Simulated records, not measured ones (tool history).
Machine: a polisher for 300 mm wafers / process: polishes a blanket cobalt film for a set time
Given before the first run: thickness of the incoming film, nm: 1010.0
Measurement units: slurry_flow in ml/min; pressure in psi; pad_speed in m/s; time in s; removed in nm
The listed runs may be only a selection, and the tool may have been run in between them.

| run | hour | slurry_flow | pressure | pad_speed | time | removed |
|---|---|---|---|---|---|---|
| 1 | 0 | 165 | 2.1 | 1.2 | 34 | 196.02 |
| 2 | 7 | 170 | 2.1 | 1.2 | 34 | 196.43 |
| 3 | 12.1 | 135 | 2.1 | 1.2 | 34 | 191.86 |
| 4 | 18.9 | 135 | 1.6 | 1.2 | 34 | 163.33 |
| 5 | 24 | 135 | 1.7 | 1.2 | 34 | 170.02 |
| 6 | 26.5 | 135 | 1.8 | 1.2 | 34 | 173.67 |
| 7 | 28.4 | 140 | 1.9 | 1.2 | 34 | 182.95 |
| 8 | 30 | 140 | 1.9 | 1.2 | 34 | 179.56 |
| 9 | 32.5 | 145 | 2 | 1.2 | 34 | 187.15 |

Run 10 has not been measured yet. What should we expect?
| 10 | 36 | 160 | 2.3 | 1.2 | 34 | ? |

removed: 211.08 nm

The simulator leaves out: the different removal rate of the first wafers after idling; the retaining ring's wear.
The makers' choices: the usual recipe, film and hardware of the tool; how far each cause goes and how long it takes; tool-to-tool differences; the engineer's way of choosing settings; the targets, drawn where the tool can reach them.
